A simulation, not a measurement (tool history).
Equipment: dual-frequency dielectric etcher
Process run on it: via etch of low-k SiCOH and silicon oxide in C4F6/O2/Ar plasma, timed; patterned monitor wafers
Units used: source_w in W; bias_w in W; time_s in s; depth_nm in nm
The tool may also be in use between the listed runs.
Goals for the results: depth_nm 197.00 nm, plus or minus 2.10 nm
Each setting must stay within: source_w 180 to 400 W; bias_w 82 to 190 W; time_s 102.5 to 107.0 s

{"run": 1, "hour": 0.0, "source_w": 290, "bias_w": 136, "time_s": 102.5, "depth_nm": 262.79}
{"run": 2, "hour": 2.4, "source_w": 250, "bias_w": 136, "time_s": 102.5, "depth_nm": 242.01}
{"run": 3, "hour": 8.7, "source_w": 230, "bias_w": 128, "time_s": 102.5, "depth_nm": 226.78}
{"run": 4, "hour": 11.3, "source_w": 220, "bias_w": 124, "time_s": 102.5, "depth_nm": 220.64}
{"run": 5, "hour": 17.3, "source_w": 220, "bias_w": 124, "time_s": 102.5, "depth_nm": 218.74}
{"run": 6, "hour": 24.0, "source_w": 220, "bias_w": 124, "time_s": 102.5, "depth_nm": 218.54}
{"run": 7, "hour": 27.0, "source_w": 210, "bias_w": 122, "time_s": 102.5, "depth_nm": 211.97}
{"run": 8, "hour": 34.9, "source_w": 200, "bias_w": 121, "time_s": 102.5, "depth_nm": 205.09}

5 candidate next runs follow, results not yet known. Just one meets every target within its allowed miss. Identify it.
{"run": "A", "hour": 42.8, "source_w": 180, "bias_w": 113, "time_s": 104.0, "depth_nm": "?"}
{"run": "B", "hour": 42.8, "source_w": 190, "bias_w": 118, "time_s": 102.5, "depth_nm": "?"}
{"run": "C", "hour": 42.8, "source_w": 210, "bias_w": 124, "time_s": 104.5, "depth_nm": "?"}
{"run": "D", "hour": 42.8, "source_w": 190, "bias_w": 120, "time_s": 105.0, "depth_nm": "?"}
{"run": "E", "hour": 42.8, "source_w": 200, "bias_w": 133, "time_s": 105.5, "depth_nm": "?"}

move=A depth_nm=191.46
move=B depth_nm=197.72
move=C depth_nm=217.32
move=D depth_nm=203.50
move=E depth_nm=217.31
A: carries the result that was furthest off beyond its target, to the other side
B: all results in spec
C: misses by more than the last run did
D: gains on the last run, yet a result remains outside its allowed miss
E: misses by more than the last run did
Answer: B

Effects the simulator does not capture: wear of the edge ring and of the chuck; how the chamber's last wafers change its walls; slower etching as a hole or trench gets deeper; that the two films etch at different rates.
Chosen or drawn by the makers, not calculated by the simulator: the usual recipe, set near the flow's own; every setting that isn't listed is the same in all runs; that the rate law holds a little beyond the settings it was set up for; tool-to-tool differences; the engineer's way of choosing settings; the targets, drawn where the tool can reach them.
